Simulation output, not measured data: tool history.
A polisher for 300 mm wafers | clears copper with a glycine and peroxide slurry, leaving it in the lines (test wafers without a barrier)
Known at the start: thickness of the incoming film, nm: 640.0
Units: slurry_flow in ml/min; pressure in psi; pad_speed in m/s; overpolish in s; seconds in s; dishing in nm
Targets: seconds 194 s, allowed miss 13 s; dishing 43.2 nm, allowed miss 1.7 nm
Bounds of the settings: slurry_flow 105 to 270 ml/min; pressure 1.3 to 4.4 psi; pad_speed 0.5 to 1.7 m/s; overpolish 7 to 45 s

| run | day | slurry_flow | pressure | pad_speed | overpolish | seconds | dishing |
|---|---|---|---|---|---|---|---|
| 1 | 0 | 175 | 2.8 | 1.1 | 23 | 125.65 | 54.523 |
| 2 | 0.208 | 175 | 2.5 | 1.08 | 23 | 136.19 | 51.265 |
| 3 | 0.246 | 175 | 2.2 | 1.06 | 24 | 152.18 | 47.813 |
| 4 | 0.542 | 200 | 2.2 | 1.06 | 24 | 156.01 | 48.735 |
| 5 | 0.867 | 200 | 2.2 | 1.06 | 18 | 149.7 | 40.413 |
| 6 | 1.042 | 200 | 2.1 | 1.02 | 20 | 162.04 | 41.592 |
| 7 | 1.142 | 200 | 2 | 1 | 21 | 171.26 | 41.456 |
| 8 | 1.367 | 200 | 1.9 | 0.98 | 22 | 183.53 | 40.291 |

5 next moves are on the table. One of them brings every result within its allowed miss. Which?
| A | 1.592 | 190 | 1.9 | 0.8 | 31 | ? | ? |
| B | 1.592 | 190 | 1.6 | 1.08 | 26 | ? | ? |
| C | 1.592 | 225 | 1.9 | 0.74 | 33 | ? | ? |
| D | 1.592 | 160 | 1.6 | 1.06 | 20 | ? | ? |
| E | 1.592 | 210 | 1.9 | 1.06 | 20 | ? | ? |

| move | seconds | dishing |
|---|---|---|
| A | 210.68 | 47.298 |
| B | 191.8 | 43.654 |
| C | 218.35 | 48.382 |
| D | 198.94 | 35.776 |
| E | 168.72 | 40.377 |
A: takes the result that was furthest off past its target
B: meets every target
C: takes the result that was furthest off past its target
D: further off than the last run
E: further off than the last run
Answer: B

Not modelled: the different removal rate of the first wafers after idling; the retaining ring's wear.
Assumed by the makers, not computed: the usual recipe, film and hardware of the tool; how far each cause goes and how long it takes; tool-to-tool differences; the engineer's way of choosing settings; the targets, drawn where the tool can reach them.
